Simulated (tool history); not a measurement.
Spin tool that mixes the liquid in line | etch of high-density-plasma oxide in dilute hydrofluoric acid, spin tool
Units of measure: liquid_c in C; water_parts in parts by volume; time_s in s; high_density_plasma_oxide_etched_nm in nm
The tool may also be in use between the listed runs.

run  hour  liquid_c  water_parts  time_s  high_density_plasma_oxide_etched_nm
  1     0        22           40     265                               38.674
  2   3.5        22           30     265                               51.825
  3  11.2      20.5           30     265                               48.486
  4  13.8      20.5           30     265                               48.518
  5  14.7      20.5           35     265                               40.646
  6  19.3      21.5           35     265                               42.654
  7  25.6      22.5           35     265                               44.545
  8  29.6      23.5           35     265                               46.114

Run 9 comes next. What will it give?
  9  35.2      24.5           35     265                                    ?

{"run 9": {"high_density_plasma_oxide_etched_nm": 48.423}}
